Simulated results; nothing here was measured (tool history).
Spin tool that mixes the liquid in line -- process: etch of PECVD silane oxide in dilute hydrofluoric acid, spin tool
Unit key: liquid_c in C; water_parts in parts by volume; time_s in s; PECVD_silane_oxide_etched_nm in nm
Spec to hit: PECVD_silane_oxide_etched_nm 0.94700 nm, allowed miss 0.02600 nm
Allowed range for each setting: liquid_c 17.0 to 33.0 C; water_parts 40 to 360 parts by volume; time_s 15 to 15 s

run 1 hour=0.0 | liquid_c=25.0 water_parts=200 time_s=15 | PECVD_silane_oxide_etched_nm=1.34790
run 2 hour=3.0 | liquid_c=24.5 water_parts=200 time_s=15 | PECVD_silane_oxide_etched_nm=1.31650
run 3 hour=6.8 | liquid_c=24.5 water_parts=200 time_s=15 | PECVD_silane_oxide_etched_nm=1.31670
run 4 hour=12.4 | liquid_c=24.5 water_parts=200 time_s=15 | PECVD_silane_oxide_etched_nm=1.32460
run 5 hour=18.0 | liquid_c=24.5 water_parts=135 time_s=15 | PECVD_silane_oxide_etched_nm=2.10150
run 6 hour=23.6 | liquid_c=26.5 water_parts=135 time_s=15 | PECVD_silane_oxide_etched_nm=2.28190
run 7 hour=28.4 | liquid_c=25.5 water_parts=140 time_s=15 | PECVD_silane_oxide_etched_nm=2.11730
-- hour=30.7 thermometer replaced
run 8 hour=30.7 | liquid_c=21.5 water_parts=220 time_s=15 | PECVD_silane_oxide_etched_nm=1.12940

Which of these 4 next moves meets every target?
run A hour=33.0 | liquid_c=19.0 water_parts=220 time_s=15 | PECVD_silane_oxide_etched_nm=?
run B hour=33.0 | liquid_c=24.0 water_parts=285 time_s=15 | PECVD_silane_oxide_etched_nm=?
run C hour=33.0 | liquid_c=22.5 water_parts=230 time_s=15 | PECVD_silane_oxide_etched_nm=?
run D hour=33.0 | liquid_c=19.5 water_parts=240 time_s=15 | PECVD_silane_oxide_etched_nm=?

move=A PECVD_silane_oxide_etched_nm=1.02720
move=B PECVD_silane_oxide_etched_nm=0.89537
move=C PECVD_silane_oxide_etched_nm=1.11040
move=D PECVD_silane_oxide_etched_nm=0.94201
A: closer than the last run, but not yet in spec
B: carries the result that was furthest off beyond its target, to the other side
C: closer than the last run, but not yet in spec
D: meets every target
Go with D: it meets all targets.
